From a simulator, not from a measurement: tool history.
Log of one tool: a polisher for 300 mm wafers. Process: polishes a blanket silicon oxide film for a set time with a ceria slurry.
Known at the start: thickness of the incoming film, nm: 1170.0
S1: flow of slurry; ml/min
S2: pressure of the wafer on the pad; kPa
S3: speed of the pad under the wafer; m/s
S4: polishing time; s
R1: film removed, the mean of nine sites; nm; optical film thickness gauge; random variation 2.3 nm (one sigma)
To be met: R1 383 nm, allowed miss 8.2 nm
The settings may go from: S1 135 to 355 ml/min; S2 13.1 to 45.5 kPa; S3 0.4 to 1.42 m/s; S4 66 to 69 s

Run 1, hour 0: S1 225 ml/min, S2 29 kPa, S3 0.9 m/s, S4 66 s. Result: R1 338.8 nm.
Run 2, hour 4.5: S1 235 ml/min, S2 29.6 kPa, S3 0.9 m/s, S4 66 s. Result: R1 354.59 nm.
Run 3, hour 10.6: S1 250 ml/min, S2 29.6 kPa, S3 0.9 m/s, S4 66 s. Result: R1 349.27 nm.
Run 4, hour 19: S1 250 ml/min, S2 30.3 kPa, S3 0.9 m/s, S4 66 s. Result: R1 362.23 nm.
Run 5, hour 25.1: S1 205 ml/min, S2 30.3 kPa, S3 0.9 m/s, S4 66 s. Result: R1 353.34 nm.
Run 6, hour 28.2: S1 205 ml/min, S2 30.3 kPa, S3 1.14 m/s, S4 66 s. Result: R1 426.19 nm.
Run 7, hour 35.5: S1 195 ml/min, S2 29.6 kPa, S3 1.14 m/s, S4 66 s. Result: R1 417.12 nm.
Run 8, hour 38.5: S1 190 ml/min, S2 29 kPa, S3 1.14 m/s, S4 66 s. Result: R1 404.79 nm.
Run 9, hour 47.1: S1 185 ml/min, S2 29 kPa, S3 1.14 m/s, S4 66 s. Result: R1 402.26 nm.
Run 10, hour 53.8: S1 160 ml/min, S2 27.6 kPa, S3 1.14 m/s, S4 66 s. Result: R1 375.6 nm.

Which of these 5 next moves meets every target?
Run A, hour 60.5: S1 155 ml/min, S2 26.2 kPa, S3 1.14 m/s, S4 68 s. Result: R1 ?.
Run B, hour 60.5: S1 190 ml/min, S2 24.1 kPa, S3 1.2 m/s, S4 68 s. Result: R1 ?.
Run C, hour 60.5: S1 160 ml/min, S2 30.3 kPa, S3 1.06 m/s, S4 66 s. Result: R1 ?.
Run D, hour 60.5: S1 145 ml/min, S2 26.2 kPa, S3 1.2 m/s, S4 66 s. Result: R1 ?.
Run E, hour 60.5: S1 190 ml/min, S2 26.2 kPa, S3 1.12 m/s, S4 66 s. Result: R1 ?.

move      R1
   A  362.79
   B  362.99
   C  384.14
   D  362.71
   E  359.72
A: further off than the last run
B: further off than the last run
C: meets every target
D: further off than the last run
E: further off than the last run
Move C is the one to make.

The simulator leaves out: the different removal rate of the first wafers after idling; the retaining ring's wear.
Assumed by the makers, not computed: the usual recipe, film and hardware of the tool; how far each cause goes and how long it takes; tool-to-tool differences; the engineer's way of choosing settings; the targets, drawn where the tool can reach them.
